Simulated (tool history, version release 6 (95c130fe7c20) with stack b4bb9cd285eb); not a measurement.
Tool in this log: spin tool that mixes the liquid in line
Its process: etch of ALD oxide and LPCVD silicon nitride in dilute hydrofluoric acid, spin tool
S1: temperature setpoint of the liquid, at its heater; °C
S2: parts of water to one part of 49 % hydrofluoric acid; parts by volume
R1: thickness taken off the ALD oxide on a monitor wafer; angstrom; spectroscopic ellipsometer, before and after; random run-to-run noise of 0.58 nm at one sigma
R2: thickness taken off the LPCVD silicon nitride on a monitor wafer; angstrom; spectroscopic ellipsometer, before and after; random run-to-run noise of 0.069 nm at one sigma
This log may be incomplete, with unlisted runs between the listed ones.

Run 1, day 0.000: S1 22.0 °C, S2 80 parts by volume, time under the liquid (s) 85. Result: R1 328.05 angstrom, R2 4.0450 angstrom.
Run 2, day 0.183: S1 22.0 °C, S2 60 parts by volume, time under the liquid (s) 85. Result: R1 458.15 angstrom, R2 5.4440 angstrom.
Run 3, day 0.425: S1 23.5 °C, S2 60 parts by volume, time under the liquid (s) 85. Result: R1 478.77 angstrom, R2 5.4482 angstrom.
Run 4, day 0.538: S1 23.5 °C, S2 60 parts by volume, time under the liquid (s) 110. Result: R1 616.58 angstrom, R2 7.5047 angstrom.
Run 5, day 0.588: S1 23.5 °C, S2 60 parts by volume, time under the liquid (s) 140. Result: R1 781.65 angstrom, R2 8.7555 angstrom.
Run 6, day 0.950: S1 23.5 °C, S2 35 parts by volume, time under the liquid (s) 140. Result: R1 1389.30 angstrom, R2 15.5990 angstrom.

Predict the results of run 7:
Run 7, day 1.042: S1 22.5 °C, S2 40 parts by volume, time under the liquid (s) 140. Result: R1 ?, R2 ?.

R1: 1167.40 angstrom
R2: 11.9400 angstrom
